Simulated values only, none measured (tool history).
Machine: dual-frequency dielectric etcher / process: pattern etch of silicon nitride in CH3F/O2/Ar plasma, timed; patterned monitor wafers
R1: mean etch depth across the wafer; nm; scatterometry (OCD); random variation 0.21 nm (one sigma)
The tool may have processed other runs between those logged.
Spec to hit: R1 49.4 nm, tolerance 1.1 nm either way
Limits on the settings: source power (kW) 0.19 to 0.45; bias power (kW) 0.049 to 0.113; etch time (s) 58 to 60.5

Run 1, day 0: source power (kW) 0.32, bias power (kW) 0.081, etch time (s) 58. Result: R1 41.655 nm.
Run 2, day 0.079: source power (kW) 0.34, bias power (kW) 0.083, etch time (s) 58. Result: R1 42.656 nm.
Run 3, day 0.275: source power (kW) 0.39, bias power (kW) 0.083, etch time (s) 58. Result: R1 44.307 nm.
Run 4, day 0.308: source power (kW) 0.34, bias power (kW) 0.083, etch time (s) 58. Result: R1 42.637 nm.
At day 0.467: source power generator calibrated.
Run 5, day 0.467: source power (kW) 0.35, bias power (kW) 0.086, etch time (s) 58. Result: R1 43.424 nm.
Run 6, day 0.496: source power (kW) 0.36, bias power (kW) 0.088, etch time (s) 58. Result: R1 44.295 nm.
Run 7, day 0.854: source power (kW) 0.37, bias power (kW) 0.09, etch time (s) 58. Result: R1 44.786 nm.
Run 8, day 1.079: source power (kW) 0.38, bias power (kW) 0.092, etch time (s) 58. Result: R1 46.376 nm.
Run 9, day 1.217: source power (kW) 0.39, bias power (kW) 0.093, etch time (s) 58. Result: R1 46.663 nm.
Run 10, day 1.388: source power (kW) 0.4, bias power (kW) 0.094, etch time (s) 58. Result: R1 47.395 nm.
Run 11, day 1.588: source power (kW) 0.42, bias power (kW) 0.096, etch time (s) 58. Result: R1 48.427 nm.

Exactly one of the 5 candidate moves below puts every result within its allowed miss. Which one?
Run A, day 1.788: source power (kW) 0.39, bias power (kW) 0.095, etch time (s) 58. Result: R1 ?.
Run B, day 1.788: source power (kW) 0.38, bias power (kW) 0.089, etch time (s) 60. Result: R1 ?.
Run C, day 1.788: source power (kW) 0.31, bias power (kW) 0.113, etch time (s) 58. Result: R1 ?.
Run D, day 1.788: source power (kW) 0.37, bias power (kW) 0.096, etch time (s) 59. Result: R1 ?.
Run E, day 1.788: source power (kW) 0.37, bias power (kW) 0.105, etch time (s) 59. Result: R1 ?.

move      R1
   A  46.694
   B  46.562
   C  46.851
   D  46.912
   E  48.782
A: further off than the last run
B: further off than the last run
C: further off than the last run
D: further off than the last run
E: all results land within tolerance of their targets
E meets every target.
